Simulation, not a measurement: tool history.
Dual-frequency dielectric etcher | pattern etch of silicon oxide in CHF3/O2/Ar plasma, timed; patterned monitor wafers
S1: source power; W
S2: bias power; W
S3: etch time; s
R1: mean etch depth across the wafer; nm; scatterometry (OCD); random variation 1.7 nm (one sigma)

run 1 hour=0.0 | S1=620 S2=127 S3=285.5 | R1=507.65
run 2 hour=3.4 | S1=620 S2=127 S3=285.5 | R1=508.84
run 3 hour=7.7 | S1=530 S2=127 S3=285.5 | R1=469.79
run 4 hour=14.8 | S1=590 S2=127 S3=285.5 | R1=499.07
run 5 hour=18.5 | S1=590 S2=127 S3=285.5 | R1=494.79
run 6 hour=25.9 | S1=590 S2=116 S3=285.5 | R1=474.24
run 7 hour=28.5 | S1=550 S2=114 S3=285.0 | R1=454.77
run 8 hour=35.7 | S1=520 S2=113 S3=285.0 | R1=437.45

The next listed run, before its measurement:
run 9 hour=39.8 | S1=500 S2=112 S3=285.0 | R1=?

{"run 9": {"R1": 423.85}}

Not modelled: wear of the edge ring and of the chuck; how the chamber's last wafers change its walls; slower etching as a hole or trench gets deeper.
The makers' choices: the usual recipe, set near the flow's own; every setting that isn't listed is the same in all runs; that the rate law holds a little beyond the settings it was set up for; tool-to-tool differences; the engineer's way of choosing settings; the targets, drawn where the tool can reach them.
